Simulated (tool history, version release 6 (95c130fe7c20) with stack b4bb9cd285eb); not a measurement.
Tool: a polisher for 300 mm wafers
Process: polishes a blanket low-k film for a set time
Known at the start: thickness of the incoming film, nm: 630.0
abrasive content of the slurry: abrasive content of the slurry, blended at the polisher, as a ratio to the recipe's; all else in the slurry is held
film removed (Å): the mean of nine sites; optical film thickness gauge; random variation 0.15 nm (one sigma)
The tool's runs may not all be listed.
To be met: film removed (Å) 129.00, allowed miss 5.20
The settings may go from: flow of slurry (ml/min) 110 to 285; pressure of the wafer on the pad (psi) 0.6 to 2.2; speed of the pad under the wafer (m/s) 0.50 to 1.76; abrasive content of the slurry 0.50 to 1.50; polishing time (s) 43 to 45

run	day	flow of slurry (ml/min)	pressure of the wafer on the pad (psi)	speed of the pad under the wafer (m/s)	abrasive content of the slurry	polishing time (s)	film removed (Å)
1	0.000	180	1.4	1.12	1.00	43	171.28
2	0.125	180	1.3	1.12	1.00	43	157.67
3	0.212	180	1.3	1.12	1.05	43	164.93
4	0.250	180	1.3	1.12	1.05	45	173.23
5	0.500	205	1.3	1.12	1.05	45	174.06
6	0.529	250	1.3	1.12	1.05	45	176.63
7	0.821	250	1.2	1.12	1.05	45	163.91
8	0.900	250	1.1	1.12	1.05	45	146.88
9	1.000	250	1.0	1.12	1.05	45	140.87

5 next moves are on the table. One of them brings every result within its allowed miss. Which?
A	1.100	250	1.1	1.22	1.05	45	?
B	1.100	200	1.1	0.96	0.95	44	?
C	1.100	285	1.1	1.30	1.00	43	?
D	1.100	250	1.0	1.00	1.20	43	?
E	1.100	240	1.1	0.96	0.90	45	?

move	film removed (Å)
A	162.15
B	119.68
C	159.65
D	130.55
E	119.55
A: further off than the last run
B: takes the result that was furthest off past its target
C: further off than the last run
D: meets every target
E: takes the result that was furthest off past its target
The right move is D.
